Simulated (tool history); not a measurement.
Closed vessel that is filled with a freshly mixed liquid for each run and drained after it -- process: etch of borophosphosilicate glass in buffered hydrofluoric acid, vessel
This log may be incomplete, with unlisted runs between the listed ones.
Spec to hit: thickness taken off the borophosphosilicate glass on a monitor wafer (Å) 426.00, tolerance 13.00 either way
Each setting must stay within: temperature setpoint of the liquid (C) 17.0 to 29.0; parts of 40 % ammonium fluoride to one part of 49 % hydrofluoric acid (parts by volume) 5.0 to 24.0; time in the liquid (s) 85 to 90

run	hour	temperature setpoint of the liquid (C)	parts of 40 % ammonium fluoride to one part of 49 % hydrofluoric acid (parts by volume)	time in the liquid (s)	thickness taken off the borophosphosilicate glass on a monitor wafer (Å)
1	0.0	21.0	14.5	85	515.95
2	3.2	24.0	14.5	85	603.74
3	9.7	22.0	14.5	85	545.35
4	12.9	25.5	14.5	85	657.33
5	17.2	25.5	14.5	90	700.91
6	21.7	22.5	15.0	90	575.00
7	22.7	20.5	15.0	90	511.75
8	28.2	19.5	15.0	90	485.17
9	35.0	19.0	15.0	90	468.96
10	43.8	18.5	15.0	90	460.34
11	50.5	18.0	15.0	90	445.56

Exercise: of the 4 proposed moves below, exactly one satisfies all targets within the stated allowed misses. Which move is it?
A	57.2	18.5	15.0	85	?
B	57.2	17.5	14.5	90	?
C	57.2	22.0	18.0	90	?
D	57.2	18.5	14.0	85	?

move	thickness taken off the borophosphosilicate glass on a monitor wafer (Å)
A	431.96
B	447.16
C	463.51
D	462.45
A: meets every target
B: misses by more than the last run did
C: misses by more than the last run did
D: misses by more than the last run did
The move that meets every target is A.
